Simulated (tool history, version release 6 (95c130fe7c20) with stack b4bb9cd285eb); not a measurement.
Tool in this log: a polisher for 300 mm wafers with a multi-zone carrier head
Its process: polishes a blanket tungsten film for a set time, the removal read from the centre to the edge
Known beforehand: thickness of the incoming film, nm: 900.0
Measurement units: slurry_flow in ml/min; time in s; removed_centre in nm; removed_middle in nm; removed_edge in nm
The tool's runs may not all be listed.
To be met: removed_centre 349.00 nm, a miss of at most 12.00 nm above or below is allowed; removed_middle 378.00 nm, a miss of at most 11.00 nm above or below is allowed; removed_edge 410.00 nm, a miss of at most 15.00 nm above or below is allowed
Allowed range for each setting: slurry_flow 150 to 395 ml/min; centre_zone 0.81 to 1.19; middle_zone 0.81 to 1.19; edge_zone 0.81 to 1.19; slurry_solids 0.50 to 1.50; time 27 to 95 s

Run 1, hour 0.0: slurry_flow 250 ml/min, centre_zone 1.00, middle_zone 1.00, edge_zone 1.00, slurry_solids 1.00, time 61 s. Result: removed_centre 337.76 nm, removed_middle 353.41 nm, removed_edge 346.00 nm.
Run 2, hour 1.2: slurry_flow 250 ml/min, centre_zone 1.00, middle_zone 1.00, edge_zone 0.92, slurry_solids 1.00, time 61 s. Result: removed_centre 338.53 nm, removed_middle 349.51 nm, removed_edge 334.12 nm.
Run 3, hour 9.3: slurry_flow 255 ml/min, centre_zone 0.99, middle_zone 0.99, edge_zone 0.97, slurry_solids 1.05, time 61 s. Result: removed_centre 343.24 nm, removed_middle 356.08 nm, removed_edge 349.65 nm.
Run 4, hour 14.8: slurry_flow 265 ml/min, centre_zone 0.98, middle_zone 0.98, edge_zone 1.01, slurry_solids 1.10, time 61 s. Result: removed_centre 351.05 nm, removed_middle 359.16 nm, removed_edge 371.07 nm.
Run 5, hour 15.8: slurry_flow 265 ml/min, centre_zone 0.95, middle_zone 0.98, edge_zone 1.01, slurry_solids 1.10, time 61 s. Result: removed_centre 334.07 nm, removed_middle 360.66 nm, removed_edge 363.56 nm.
Run 6, hour 16.6: slurry_flow 265 ml/min, centre_zone 0.95, middle_zone 0.98, edge_zone 1.01, slurry_solids 0.90, time 61 s. Result: removed_centre 312.43 nm, removed_middle 336.37 nm, removed_edge 337.12 nm.
Run 7, hour 24.7: slurry_flow 275 ml/min, centre_zone 0.95, middle_zone 0.98, edge_zone 1.05, slurry_solids 0.95, time 61 s. Result: removed_centre 323.26 nm, removed_middle 343.16 nm, removed_edge 351.51 nm.
Run 8, hour 25.4: slurry_flow 285 ml/min, centre_zone 0.94, middle_zone 0.98, edge_zone 1.08, slurry_solids 1.00, time 61 s. Result: removed_centre 323.15 nm, removed_middle 350.27 nm, removed_edge 366.82 nm.
Run 9, hour 27.2: slurry_flow 295 ml/min, centre_zone 0.95, middle_zone 0.99, edge_zone 1.10, slurry_solids 1.00, time 61 s. Result: removed_centre 331.99 nm, removed_middle 353.33 nm, removed_edge 364.49 nm.
Run 10, hour 33.1: slurry_flow 295 ml/min, centre_zone 0.94, middle_zone 0.99, edge_zone 1.11, slurry_solids 1.05, time 61 s. Result: removed_centre 335.51 nm, removed_middle 355.64 nm, removed_edge 386.50 nm.

Of the 4 settings listed for the next run, only one would bring every result within its allowed miss of target. Which one?
Run A, hour 39.0: slurry_flow 315 ml/min, centre_zone 1.07, middle_zone 0.97, edge_zone 1.12, slurry_solids 1.10, time 59 s. Result: removed_centre ?, removed_middle ?, removed_edge ?.
Run B, hour 39.0: slurry_flow 310 ml/min, centre_zone 1.02, middle_zone 1.01, edge_zone 1.17, slurry_solids 1.10, time 58 s. Result: removed_centre ?, removed_middle ?, removed_edge ?.
Run C, hour 39.0: slurry_flow 310 ml/min, centre_zone 0.96, middle_zone 1.02, edge_zone 1.05, slurry_solids 1.10, time 61 s. Result: removed_centre ?, removed_middle ?, removed_edge ?.
Run D, hour 39.0: slurry_flow 240 ml/min, centre_zone 0.92, middle_zone 0.96, edge_zone 1.11, slurry_solids 1.15, time 65 s. Result: removed_centre ?, removed_middle ?, removed_edge ?.

move  removed_centre  removed_middle  removed_edge
   A          368.34          351.06        368.03
   B          344.69          356.70        369.50
   C          341.06          378.48        367.78
   D          345.13          380.96        402.90
A: further off than the last run
B: further off than the last run
C: gets the furthest-off result to its target, but another result is out of tolerance
D: all results in spec
D meets every target.
